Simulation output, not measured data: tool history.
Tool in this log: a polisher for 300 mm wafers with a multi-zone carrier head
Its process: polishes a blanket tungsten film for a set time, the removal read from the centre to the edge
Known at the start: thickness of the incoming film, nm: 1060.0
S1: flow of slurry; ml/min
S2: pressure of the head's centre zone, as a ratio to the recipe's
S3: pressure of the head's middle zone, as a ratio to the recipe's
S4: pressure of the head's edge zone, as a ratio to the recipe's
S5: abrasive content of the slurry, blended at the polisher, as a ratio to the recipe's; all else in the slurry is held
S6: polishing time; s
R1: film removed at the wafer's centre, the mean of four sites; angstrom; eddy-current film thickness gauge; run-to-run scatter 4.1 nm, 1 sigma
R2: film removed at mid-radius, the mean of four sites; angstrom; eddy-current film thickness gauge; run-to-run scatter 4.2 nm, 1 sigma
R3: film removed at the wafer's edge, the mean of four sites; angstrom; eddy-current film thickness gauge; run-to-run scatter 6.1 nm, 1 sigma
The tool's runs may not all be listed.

run 1 hour=0.0 | S1=310 S2=1.00 S3=1.00 S4=1.00 S5=1.00 S6=56 | R1=3904.8 R2=3907.1 R3=4244.3
run 2 hour=6.9 | S1=305 S2=0.97 S3=1.00 S4=1.01 S5=1.00 S6=56 | R1=3761.6 R2=3943.5 R3=4295.6
run 3 hour=11.9 | S1=305 S2=0.97 S3=1.00 S4=0.94 S5=1.00 S6=56 | R1=3865.1 R2=3918.0 R3=4088.2
run 4 hour=13.0 | S1=305 S2=0.97 S3=1.00 S4=0.94 S5=0.85 S6=56 | R1=3586.7 R2=3743.6 R3=3985.8
run 5 hour=18.6 | S1=305 S2=0.95 S3=1.00 S4=0.96 S5=0.85 S6=56 | R1=3491.0 R2=3767.3 R3=3910.7
run 6 hour=24.1 | S1=300 S2=0.94 S3=1.00 S4=0.99 S5=0.85 S6=56 | R1=3515.6 R2=3765.1 R3=4043.8

Run 7 is up next; what results do you expect?
run 7 hour=26.1 | S1=300 S2=0.92 S3=1.00 S4=1.01 S5=0.85 S6=56 | R1=? R2=? R3=?

Run 7 produced R1 3355.3 angstrom, R2 3747.9 angstrom, R3 4089.0 angstrom.
